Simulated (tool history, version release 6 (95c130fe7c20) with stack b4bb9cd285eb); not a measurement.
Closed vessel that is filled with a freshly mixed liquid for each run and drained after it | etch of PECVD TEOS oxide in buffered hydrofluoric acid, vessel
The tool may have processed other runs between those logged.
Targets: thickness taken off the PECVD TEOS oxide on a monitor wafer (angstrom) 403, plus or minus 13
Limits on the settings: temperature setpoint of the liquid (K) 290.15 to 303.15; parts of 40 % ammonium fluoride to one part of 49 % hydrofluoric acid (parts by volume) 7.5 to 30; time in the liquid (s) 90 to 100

run  hour  temperature setpoint of the liquid (K)  parts of 40 % ammonium fluoride to one part of 49 % hydrofluoric acid (parts by volume)  time in the liquid (s)  thickness taken off the PECVD TEOS oxide on a monitor wafer (angstrom)
  1     0                                  295.15                                                                                       22                      90                                                                  640.01
  2   6.2                                  294.65                                                                                       23                      90                                                                  601.76
  3   9.9                                  294.15                                                                                     23.5                      90                                                                  567.77
  4  15.7                                  294.15                                                                                     26.5                      90                                                                  533.09
  5  21.7                                  293.65                                                                                       27                      90                                                                   515.7
     30.3  -- hydrofluoric acid flow meter replaced
  6  30.3                                  293.65                                                                                       27                      90                                                                  484.23
  7  38.2                                  293.15                                                                                       27                      90                                                                  468.41
  8  39.1                                  292.15                                                                                       27                      90                                                                  446.51
  9  42.2                                  292.15                                                                                       27                      90                                                                  449.87
 10  45.5                                  291.15                                                                                       27                      90                                                                  424.65

Below are 5 possible settings for the next run. Only one of them brings all results inside the allowed miss of their targets. Which is it?
  A  48.8                                  292.65                                                                                     29.5                      95                                                                       ?
  B  48.8                                  290.15                                                                                       27                      90                                                                       ?
  C  48.8                                  292.15                                                                                     29.5                     100                                                                       ?
  D  48.8                                  291.65                                                                                       30                     100                                                                       ?
  E  48.8                                  290.65                                                                                     26.5                     100                                                                       ?

move  thickness taken off the PECVD TEOS oxide on a monitor wafer (angstrom)
   A                                                                  452.33
   B                                                                  395.15
   C                                                                  462.84
   D                                                                  444.67
   E                                                                  457.71
A: moves away from the targets compared with the last run
B: all results land within tolerance of their targets
C: moves away from the targets compared with the last run
D: moves away from the targets compared with the last run
E: moves away from the targets compared with the last run
The move that meets every target is B.
